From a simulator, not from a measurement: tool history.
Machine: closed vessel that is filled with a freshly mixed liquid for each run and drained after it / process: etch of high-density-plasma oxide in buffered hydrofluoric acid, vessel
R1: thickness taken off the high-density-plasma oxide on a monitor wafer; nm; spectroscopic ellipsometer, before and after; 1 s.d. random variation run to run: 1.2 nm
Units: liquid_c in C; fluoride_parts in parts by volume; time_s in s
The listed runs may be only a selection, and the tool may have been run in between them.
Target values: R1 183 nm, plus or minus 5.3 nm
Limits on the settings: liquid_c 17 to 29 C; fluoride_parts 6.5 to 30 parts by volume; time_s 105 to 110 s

Run 1, hour 0: liquid_c 21 C, fluoride_parts 19.5 parts by volume, time_s 105 s. Result: R1 60.434 nm.
Run 2, hour 5.5: liquid_c 22.5 C, fluoride_parts 19.5 parts by volume, time_s 105 s. Result: R1 66.048 nm.
Run 3, hour 12.6: liquid_c 22.5 C, fluoride_parts 15.5 parts by volume, time_s 105 s. Result: R1 82.778 nm.
Run 4, hour 20.3: liquid_c 22.5 C, fluoride_parts 15.5 parts by volume, time_s 105 s. Result: R1 81.731 nm.
Run 5, hour 24.9: liquid_c 24 C, fluoride_parts 13.5 parts by volume, time_s 105 s. Result: R1 103.01 nm.
Run 6, hour 26.2: liquid_c 25 C, fluoride_parts 12.5 parts by volume, time_s 105 s. Result: R1 116.41 nm.
Run 7, hour 34.7: liquid_c 26 C, fluoride_parts 12 parts by volume, time_s 105 s. Result: R1 128.44 nm.
Run 8, hour 37.1: liquid_c 29 C, fluoride_parts 8 parts by volume, time_s 105 s. Result: R1 218.71 nm.

Below are 5 possible settings for the next run. Only one of them brings all results inside the allowed miss of their targets. Which is it?
Run A, hour 39.5: liquid_c 27 C, fluoride_parts 7 parts by volume, time_s 110 s. Result: R1 ?.
Run B, hour 39.5: liquid_c 29 C, fluoride_parts 7 parts by volume, time_s 110 s. Result: R1 ?.
Run C, hour 39.5: liquid_c 28 C, fluoride_parts 9 parts by volume, time_s 105 s. Result: R1 ?.
Run D, hour 39.5: liquid_c 28.5 C, fluoride_parts 6.5 parts by volume, time_s 110 s. Result: R1 ?.
Run E, hour 39.5: liquid_c 29 C, fluoride_parts 7.5 parts by volume, time_s 110 s. Result: R1 ?.

move      R1
   A  235.85
   B  262.25
   C  180.93
   D  272.36
   E  243.45
A: misses by more than the last run did
B: misses by more than the last run did
C: in spec on every target
D: misses by more than the last run did
E: misses by more than the last run did
So the answer is move C, the one that meets all the targets.
